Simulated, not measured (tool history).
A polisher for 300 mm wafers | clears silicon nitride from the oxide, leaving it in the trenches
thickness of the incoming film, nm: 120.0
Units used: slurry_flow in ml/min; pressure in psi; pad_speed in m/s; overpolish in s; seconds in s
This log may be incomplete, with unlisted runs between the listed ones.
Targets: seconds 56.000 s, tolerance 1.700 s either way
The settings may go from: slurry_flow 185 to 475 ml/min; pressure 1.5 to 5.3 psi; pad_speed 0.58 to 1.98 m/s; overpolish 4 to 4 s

run	hour	slurry_flow	pressure	pad_speed	overpolish	seconds
1	0.0	305	3.4	1.28	4	67.143
2	5.5	305	3.4	1.12	4	75.653
3	9.2	280	3.4	1.12	4	76.982
4	15.8	280	4.1	1.12	4	67.532
5	23.6	280	4.1	1.12	4	67.893
6	28.4	300	4.3	1.12	4	64.993
7	31.2	300	4.9	1.12	4	59.263
8	39.8	300	5.0	1.12	4	59.022
9	42.8	300	5.1	1.12	4	58.664

5 next moves are on the table. One of them brings every result within its allowed miss. Which?
A	45.8	275	5.3	1.22	4	?
B	45.8	370	5.3	1.22	4	?
C	45.8	365	5.1	1.22	4	?
D	45.8	290	5.3	1.20	4	?
E	45.8	320	5.2	1.14	4	?

move	seconds
A	51.519
B	50.334
C	51.818
D	52.112
E	55.089
A: takes the biggest miss from the last run beyond its target
B: takes the biggest miss from the last run beyond its target
C: takes the biggest miss from the last run beyond its target
D: takes the biggest miss from the last run beyond its target
E: every result within its allowed miss
Answer: E

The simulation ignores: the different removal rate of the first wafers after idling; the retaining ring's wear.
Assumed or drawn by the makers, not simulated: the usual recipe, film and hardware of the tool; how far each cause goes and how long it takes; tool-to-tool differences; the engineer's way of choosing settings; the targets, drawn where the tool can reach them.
